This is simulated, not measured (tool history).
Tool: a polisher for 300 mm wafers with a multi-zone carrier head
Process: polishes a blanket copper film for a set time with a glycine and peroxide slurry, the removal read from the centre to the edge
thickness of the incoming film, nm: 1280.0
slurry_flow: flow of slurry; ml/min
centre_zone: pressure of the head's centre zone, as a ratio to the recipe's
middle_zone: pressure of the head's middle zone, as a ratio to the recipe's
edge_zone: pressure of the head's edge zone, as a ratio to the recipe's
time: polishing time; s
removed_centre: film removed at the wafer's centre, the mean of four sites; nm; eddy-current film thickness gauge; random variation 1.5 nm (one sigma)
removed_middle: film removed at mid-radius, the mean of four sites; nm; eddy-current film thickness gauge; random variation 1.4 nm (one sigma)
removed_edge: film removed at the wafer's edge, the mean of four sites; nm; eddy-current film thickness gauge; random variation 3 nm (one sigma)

run,day,slurry_flow,centre_zone,middle_zone,edge_zone,time,removed_centre,removed_middle,removed_edge
1,0.000,250,1.00,1.00,1.00,76,322.45,313.96,309.86
2,0.112,250,1.00,1.00,1.05,76,317.66,315.92,312.43
3,0.262,245,0.99,0.97,1.04,71,298.07,288.89,297.37
4,0.438,245,0.99,0.91,1.04,71,293.75,270.40,291.62
5,0.658,240,0.98,0.90,1.03,67,281.65,254.68,272.61
6,0.908,235,0.97,0.89,1.04,63,257.76,231.91,253.74
7,1.088,225,0.95,0.88,1.03,61,245.47,222.64,241.91
8,1.146,215,0.94,0.87,1.03,59,236.09,215.29,237.54
9,1.450,210,0.93,0.86,1.03,57,227.16,203.94,228.54
10,1.575,205,0.92,0.85,1.02,56,216.48,197.13,225.68
11,1.746,205,0.92,0.84,1.01,55,214.46,192.11,219.84
12,2.092,200,0.92,0.84,0.99,54,209.92,183.43,213.85
13,2.188,205,0.92,0.84,0.98,53,203.94,188.04,206.21
14,2.496,200,0.92,0.84,0.98,53,203.84,184.42,209.35
15,2.700,200,0.92,0.84,0.97,53,205.05,182.48,208.68
16,3.021,200,0.92,0.84,0.96,53,205.99,185.56,200.19
17,3.321,195,0.92,0.84,0.96,53,205.75,183.68,209.81
18,3.458,195,0.92,0.84,0.95,53,205.07,182.54,204.25

The next listed run, before its measurement:
19,3.783,190,0.91,0.84,0.95,53,?,?,?

{"run 19": {"removed_centre": 202.53, "removed_middle": 181.28, "removed_edge": 197.83}}
